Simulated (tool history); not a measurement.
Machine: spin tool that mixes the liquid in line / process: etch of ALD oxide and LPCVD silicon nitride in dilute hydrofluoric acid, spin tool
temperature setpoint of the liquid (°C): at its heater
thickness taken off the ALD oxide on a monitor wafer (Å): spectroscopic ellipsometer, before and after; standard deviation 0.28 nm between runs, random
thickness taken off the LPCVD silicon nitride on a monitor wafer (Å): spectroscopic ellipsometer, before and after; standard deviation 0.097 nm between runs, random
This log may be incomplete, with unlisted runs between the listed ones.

run,hour,temperature setpoint of the liquid (°C),parts of water to one part of 49 % hydrofluoric acid (parts by volume),time under the liquid (s),thickness taken off the ALD oxide on a monitor wafer (Å),thickness taken off the LPCVD silicon nitride on a monitor wafer (Å)
1,0,25,95,180,188.99,8.6506
2,4.6,27,70,185,293.53,14.436
3,5.1,25,70,185,270.07,12.951
4,7.8,22,70,185,241.28,11.011
5,11.7,22,90,185,182.89,7.5281
6,17,22,90,235,228.74,9.6994
7,22.1,26,50,230,506.35,22.523
8,24.9,29,45,230,638.83,31.207
9,28.2,28.5,45,230,625.05,27.905
10,31,28,45,230,613.63,29.342
11,36.4,27.5,45,230,597.96,27.817

What will run 12 give?
12,43.9,26.5,40,230,?,?

thickness taken off the ALD oxide on a monitor wafer (Å): 651.49
thickness taken off the LPCVD silicon nitride on a monitor wafer (Å): 29.298
